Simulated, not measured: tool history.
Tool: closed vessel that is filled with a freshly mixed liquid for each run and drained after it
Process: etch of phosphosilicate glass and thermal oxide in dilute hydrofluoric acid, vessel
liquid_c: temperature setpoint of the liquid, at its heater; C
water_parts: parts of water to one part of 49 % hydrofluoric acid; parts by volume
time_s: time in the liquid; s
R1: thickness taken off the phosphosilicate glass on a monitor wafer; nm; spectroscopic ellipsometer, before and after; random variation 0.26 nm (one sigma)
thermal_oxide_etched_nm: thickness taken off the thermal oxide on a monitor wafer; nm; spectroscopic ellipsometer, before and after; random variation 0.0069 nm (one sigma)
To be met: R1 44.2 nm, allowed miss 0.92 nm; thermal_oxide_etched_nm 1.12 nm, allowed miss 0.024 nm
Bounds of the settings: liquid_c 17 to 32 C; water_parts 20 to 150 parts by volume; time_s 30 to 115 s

run 1 day=0 | liquid_c=24 water_parts=85 time_s=60 | R1=125.52 thermal_oxide_etched_nm=3.1771
run 2 day=0.283 | liquid_c=22.5 water_parts=100 time_s=60 | R1=98.738 thermal_oxide_etched_nm=2.4905
run 3 day=0.579 | liquid_c=22.5 water_parts=120 time_s=60 | R1=79.667 thermal_oxide_etched_nm=2.0243
run 4 day=0.846 | liquid_c=22.5 water_parts=100 time_s=60 | R1=98.067 thermal_oxide_etched_nm=2.4991
run 5 day=1.017 | liquid_c=21 water_parts=110 time_s=60 | R1=83.144 thermal_oxide_etched_nm=2.0948
run 6 day=1.254 | liquid_c=23 water_parts=110 time_s=60 | R1=90.456 thermal_oxide_etched_nm=2.2654
run 7 day=1.292 | liquid_c=21.5 water_parts=120 time_s=60 | R1=76.772 thermal_oxide_etched_nm=1.9607
run 8 day=1.6 | liquid_c=20.5 water_parts=125 time_s=60 | R1=70.495 thermal_oxide_etched_nm=1.782
run 9 day=1.767 | liquid_c=17 water_parts=150 time_s=55 | R1=45.465 thermal_oxide_etched_nm=1.1605
run 10 day=2 | liquid_c=17.5 water_parts=150 time_s=55 | R1=46.579 thermal_oxide_etched_nm=1.1766
run 11 day=2.146 | liquid_c=17 water_parts=150 time_s=55 | R1=45.794 thermal_oxide_etched_nm=1.1441
run 12 day=2.446 | liquid_c=17 water_parts=150 time_s=55 | R1=45.758 thermal_oxide_etched_nm=1.1549
run 13 day=2.662 | liquid_c=17.5 water_parts=150 time_s=55 | R1=46.782 thermal_oxide_etched_nm=1.1633
run 14 day=2.75 | liquid_c=17 water_parts=150 time_s=55 | R1=45.62 thermal_oxide_etched_nm=1.1479
run 15 day=2.879 | liquid_c=17.5 water_parts=150 time_s=55 | R1=46.554 thermal_oxide_etched_nm=1.1738
run 16 day=3 | liquid_c=17 water_parts=150 time_s=55 | R1=45.882 thermal_oxide_etched_nm=1.1542

4 next moves are on the table. One of them brings every result within its allowed miss. Which?
run A day=3.121 | liquid_c=18 water_parts=140 time_s=45 | R1=? thermal_oxide_etched_nm=?
run B day=3.121 | liquid_c=17 water_parts=135 time_s=45 | R1=? thermal_oxide_etched_nm=?
run C day=3.121 | liquid_c=32 water_parts=150 time_s=30 | R1=? thermal_oxide_etched_nm=?
run D day=3.121 | liquid_c=31 water_parts=150 time_s=30 | R1=? thermal_oxide_etched_nm=?

move=A R1=42.145 thermal_oxide_etched_nm=1.0674
move=B R1=42.156 thermal_oxide_etched_nm=1.0677
move=C R1=44.112 thermal_oxide_etched_nm=1.1173
move=D R1=42.578 thermal_oxide_etched_nm=1.0784
A: takes the result that was furthest off past its target
B: takes the result that was furthest off past its target
C: meets every target
D: takes the result that was furthest off past its target
Answer: C

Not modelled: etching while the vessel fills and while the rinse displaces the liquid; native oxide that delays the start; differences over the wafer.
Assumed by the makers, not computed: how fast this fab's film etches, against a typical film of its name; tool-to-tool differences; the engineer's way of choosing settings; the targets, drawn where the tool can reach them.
